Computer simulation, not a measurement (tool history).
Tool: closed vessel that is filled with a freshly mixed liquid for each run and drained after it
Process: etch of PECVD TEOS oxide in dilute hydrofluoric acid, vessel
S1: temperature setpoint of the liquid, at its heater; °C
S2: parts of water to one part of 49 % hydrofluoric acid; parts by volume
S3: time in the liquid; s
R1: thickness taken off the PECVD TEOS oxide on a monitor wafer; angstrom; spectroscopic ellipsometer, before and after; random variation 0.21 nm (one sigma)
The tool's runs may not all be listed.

run  hour    S1   S2   S3      R1
  1   0.0  24.0  170  150  143.11
  2   1.5  26.5  130  150  214.30
  3   7.4  26.5  110  150  260.70
  4  14.6  28.0   95  150  326.98
  5  20.4  26.5   95  150  307.88
  6  23.2  24.5   95  150  286.19

Forecast run 7:
     23.8  -- thermometer replaced
  7  23.8  27.0  85  150   ?

R1: 378.43 angstrom

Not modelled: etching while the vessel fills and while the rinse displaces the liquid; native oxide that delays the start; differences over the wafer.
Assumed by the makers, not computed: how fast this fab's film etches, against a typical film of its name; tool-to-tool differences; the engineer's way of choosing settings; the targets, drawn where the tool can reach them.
